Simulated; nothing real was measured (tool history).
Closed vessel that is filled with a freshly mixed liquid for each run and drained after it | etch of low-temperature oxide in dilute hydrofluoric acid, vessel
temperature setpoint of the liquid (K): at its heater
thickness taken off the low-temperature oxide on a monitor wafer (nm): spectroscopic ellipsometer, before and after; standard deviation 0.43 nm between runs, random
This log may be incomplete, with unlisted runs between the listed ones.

| run | hour | temperature setpoint of the liquid (K) | parts of water to one part of 49 % hydrofluoric acid (parts by volume) | time in the liquid (s) | thickness taken off the low-temperature oxide on a monitor wafer (nm) |
|---|---|---|---|---|---|
| 1 | 0.0 | 293.15 | 170 | 190 | 29.402 |
| 2 | 6.4 | 294.15 | 160 | 190 | 32.644 |
| 3 | 15.3 | 294.15 | 160 | 205 | 34.685 |
| 4 | 22.2 | 295.15 | 150 | 205 | 39.349 |
| 5 | 24.1 | 295.15 | 150 | 190 | 36.337 |
| 6 | 32.2 | 295.15 | 150 | 205 | 39.180 |
|  | 38.0 | thermometer replaced |
| 7 | 38.0 | 296.15 | 145 | 205 | 46.358 |

The next listed run, before its measurement:
| 8 | 44.1 | 296.65 | 145 | 205 | ? |

{"run 8": {"thickness taken off the low-temperature oxide on a monitor wafer (nm)": 46.961}}
